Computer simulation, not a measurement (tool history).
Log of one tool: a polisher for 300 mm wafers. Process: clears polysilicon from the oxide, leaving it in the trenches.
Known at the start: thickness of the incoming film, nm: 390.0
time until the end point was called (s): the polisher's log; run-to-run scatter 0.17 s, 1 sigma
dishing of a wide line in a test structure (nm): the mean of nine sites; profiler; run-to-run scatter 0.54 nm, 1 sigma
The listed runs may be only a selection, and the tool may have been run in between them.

run	hour	flow of slurry (ml/min)	pressure of the wafer on the pad (kPa)	speed of the pad under the wafer (m/s)	overpolish time after the end point (s)	time until the end point was called (s)	dishing of a wide line in a test structure (nm)
1	0.0	240	12.4	1.26	23	32.718	47.191
2	2.7	245	13.8	1.26	24	30.610	48.915
3	7.0	275	13.8	1.26	24	30.346	48.756
4	10.0	250	15.2	1.30	19	26.962	47.157
5	14.3	250	16.5	1.30	20	25.357	49.128
6	16.6	250	16.5	1.30	13	25.079	46.586
7	21.6	250	17.2	1.30	13	24.671	47.393

Predict the results of run 8:
8	27.8	250	17.9	1.32	13	?	?

Run 8 yielded time until the end point was called (s) 23.350, dishing of a wide line in a test structure (nm) 47.462.

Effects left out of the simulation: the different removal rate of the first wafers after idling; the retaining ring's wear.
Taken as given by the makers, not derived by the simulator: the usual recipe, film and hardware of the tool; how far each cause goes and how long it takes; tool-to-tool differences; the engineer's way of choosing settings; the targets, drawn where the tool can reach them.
